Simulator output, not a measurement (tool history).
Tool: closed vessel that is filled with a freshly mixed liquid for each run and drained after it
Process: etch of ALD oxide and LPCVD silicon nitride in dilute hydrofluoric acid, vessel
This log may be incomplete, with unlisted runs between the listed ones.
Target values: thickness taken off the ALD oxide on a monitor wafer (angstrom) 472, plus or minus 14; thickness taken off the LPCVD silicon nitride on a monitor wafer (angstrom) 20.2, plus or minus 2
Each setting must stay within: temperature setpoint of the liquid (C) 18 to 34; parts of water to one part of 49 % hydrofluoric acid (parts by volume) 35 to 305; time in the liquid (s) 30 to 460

run	hour	temperature setpoint of the liquid (C)	parts of water to one part of 49 % hydrofluoric acid (parts by volume)	time in the liquid (s)	thickness taken off the ALD oxide on a monitor wafer (angstrom)	thickness taken off the LPCVD silicon nitride on a monitor wafer (angstrom)
1	0	26	170	235	198.34	8.6143
2	1.2	24	170	235	183.9	7.2316
3	3.5	24	200	235	152.22	6.4195
4	9.7	24	260	235	110.84	4.7652
5	17.3	26	185	235	178.92	7.6961
6	22.9	26	185	180	136.71	5.9161
7	26.9	27.5	135	195	232.11	9.7972
8	35.7	29	110	195	303.79	13.746
9	41.9	29.5	90	190	385.39	15.967

Exercise: of the 4 proposed moves below, exactly one satisfies all targets within the stated allowed misses. Which move is it?
A	48.1	33.5	120	300	?	?
B	48.1	30.5	90	225	?	?
C	48.1	28	110	330	?	?
D	48.1	29.5	65	175	?	?

move	thickness taken off the ALD oxide on a monitor wafer (angstrom)	thickness taken off the LPCVD silicon nitride on a monitor wafer (angstrom)
A	498.18	24.873
B	466.43	20.759
C	495.33	21.259
D	501.52	20.978
A: pushes the last run's worst result past its target
B: all results land within tolerance of their targets
C: pushes the last run's worst result past its target
D: pushes the last run's worst result past its target
Move B is the one to make.
